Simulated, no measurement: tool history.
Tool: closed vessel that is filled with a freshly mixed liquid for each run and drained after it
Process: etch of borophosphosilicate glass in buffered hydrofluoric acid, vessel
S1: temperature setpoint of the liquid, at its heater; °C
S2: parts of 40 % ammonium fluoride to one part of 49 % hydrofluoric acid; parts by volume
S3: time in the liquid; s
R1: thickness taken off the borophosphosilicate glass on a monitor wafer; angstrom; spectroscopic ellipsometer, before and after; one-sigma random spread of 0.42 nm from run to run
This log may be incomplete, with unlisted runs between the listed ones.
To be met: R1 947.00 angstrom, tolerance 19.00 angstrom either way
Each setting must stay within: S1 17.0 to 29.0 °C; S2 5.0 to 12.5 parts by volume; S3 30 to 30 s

run	hour	S1	S2	S3	R1
1	0.0	21.0	7.5	30	484.68
2	1.9	21.0	8.5	30	425.02
3	2.8	17.5	8.5	30	348.67
4	7.5	17.0	8.5	30	338.89
5	12.9	17.0	8.5	30	343.45
6	16.2	17.0	10.0	30	294.87
7	20.2	19.5	9.0	30	367.31
8	24.0	21.5	8.0	30	467.86
9	27.7	25.5	5.5	30	832.58
10	34.9	26.0	5.5	30	843.95
11	35.8	26.5	5.5	30	875.76
12	38.5	27.0	5.5	30	892.17
13	41.5	27.5	5.5	30	919.11
14	47.3	27.5	5.5	30	908.82

Which of these 4 next moves meets every target?
A	53.1	28.0	5.5	30	?
B	53.1	25.0	5.0	30	?
C	53.1	25.5	5.0	30	?
D	53.1	28.0	6.0	30	?

move	R1
A	939.22
B	871.40
C	894.82
D	870.95
A: meets every target
B: lands further from the targets than the last run did
C: lands further from the targets than the last run did
D: lands further from the targets than the last run did
The move that meets every target is A.

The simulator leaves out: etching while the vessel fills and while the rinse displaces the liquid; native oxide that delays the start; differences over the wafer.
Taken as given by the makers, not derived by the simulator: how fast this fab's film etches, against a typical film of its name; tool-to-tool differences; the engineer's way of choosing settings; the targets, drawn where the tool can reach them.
